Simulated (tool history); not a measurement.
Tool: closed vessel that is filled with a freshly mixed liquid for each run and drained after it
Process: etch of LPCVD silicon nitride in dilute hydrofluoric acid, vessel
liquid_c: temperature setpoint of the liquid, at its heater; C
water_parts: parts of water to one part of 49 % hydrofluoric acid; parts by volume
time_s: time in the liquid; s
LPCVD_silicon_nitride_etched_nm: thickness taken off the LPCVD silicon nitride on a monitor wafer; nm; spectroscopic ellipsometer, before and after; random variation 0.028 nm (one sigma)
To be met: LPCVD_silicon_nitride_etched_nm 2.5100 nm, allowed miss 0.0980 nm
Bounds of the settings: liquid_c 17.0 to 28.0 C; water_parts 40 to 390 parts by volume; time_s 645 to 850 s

run,day,liquid_c,water_parts,time_s,LPCVD_silicon_nitride_etched_nm
1,0.000,20.0,215,850,1.5401
2,0.362,21.0,215,850,1.6609
3,0.754,21.5,215,850,1.7272
4,0.971,21.5,280,850,1.2733
5,1.283,21.5,220,850,1.6744
6,1.350,22.0,220,850,1.6909
7,1.433,22.5,215,850,1.7935
8,1.658,23.0,215,850,1.8473
9,1.942,23.5,215,850,1.9582

Which of these 5 next moves meets every target?
A,2.225,25.0,185,770,?
B,2.225,25.5,190,850,?
C,2.225,25.0,205,850,?
D,2.225,23.5,240,645,?
E,2.225,22.0,195,645,?

move,LPCVD_silicon_nitride_etched_nm
A,2.2037
B,2.4445
C,2.1965
D,1.2979
E,1.4472
A: nearer than the last run, and not there yet
B: meets every target
C: nearer than the last run, and not there yet
D: further off than the last run
E: further off than the last run
The right move is B.
